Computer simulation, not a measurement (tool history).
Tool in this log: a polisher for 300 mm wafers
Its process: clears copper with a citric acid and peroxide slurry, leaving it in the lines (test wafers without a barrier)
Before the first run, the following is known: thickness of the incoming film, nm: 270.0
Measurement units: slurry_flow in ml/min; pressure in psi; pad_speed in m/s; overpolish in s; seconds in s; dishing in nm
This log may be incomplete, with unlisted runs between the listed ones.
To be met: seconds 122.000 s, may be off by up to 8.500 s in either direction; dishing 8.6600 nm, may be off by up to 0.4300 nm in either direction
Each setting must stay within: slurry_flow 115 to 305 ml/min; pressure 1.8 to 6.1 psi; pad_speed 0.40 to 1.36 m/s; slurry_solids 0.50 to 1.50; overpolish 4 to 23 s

run	hour	slurry_flow	pressure	pad_speed	slurry_solids	overpolish	seconds	dishing
1	0.0	195	3.9	0.88	1.00	12	134.810	17.6890
2	6.6	225	3.9	0.88	1.00	12	133.800	17.7060
3	13.5	225	3.9	0.76	1.00	12	158.520	15.3330
4	14.4	185	3.9	0.76	1.00	12	158.380	15.4420
5	21.5	200	3.9	0.78	0.95	11	155.890	14.3950
6	27.4	215	3.9	0.80	0.90	10	146.220	13.6370
7	28.7	220	3.9	0.80	0.85	9	152.280	12.5090
8	30.9	230	3.9	0.82	0.80	8	146.670	11.3610
9	39.0	240	4.0	0.82	0.75	7	146.200	10.3720
10	42.3	250	4.1	0.82	0.70	7	148.120	10.2160
11	43.4	255	4.2	0.82	0.65	7	140.670	10.0940
12	45.2	255	4.3	0.82	0.65	7	140.290	10.3270
13	49.1	260	4.4	0.82	0.65	7	137.530	10.3970
# hour 52.1: slurry nozzle cleaned
14	52.1	260	4.5	0.82	0.65	7	129.680	11.0510

Exercise: of the 4 proposed moves below, exactly one satisfies all targets within the stated allowed misses. Which move is it?
A	55.1	240	5.4	0.84	0.55	10	?	?
B	55.1	260	4.4	0.92	0.50	5	?	?
C	55.1	250	4.9	0.84	0.65	6	?	?
D	55.1	260	6.1	0.90	0.65	4	?	?

move	seconds	dishing
A	116.060	17.0580
B	121.400	8.4981
C	120.510	10.1940
D	96.972	8.5214
A: moves away from the targets compared with the last run
B: all results land within tolerance of their targets
C: gains on the last run, yet a result remains outside its allowed miss
D: the worst result of the last run now meets its target, but another is out of spec
B meets every target.
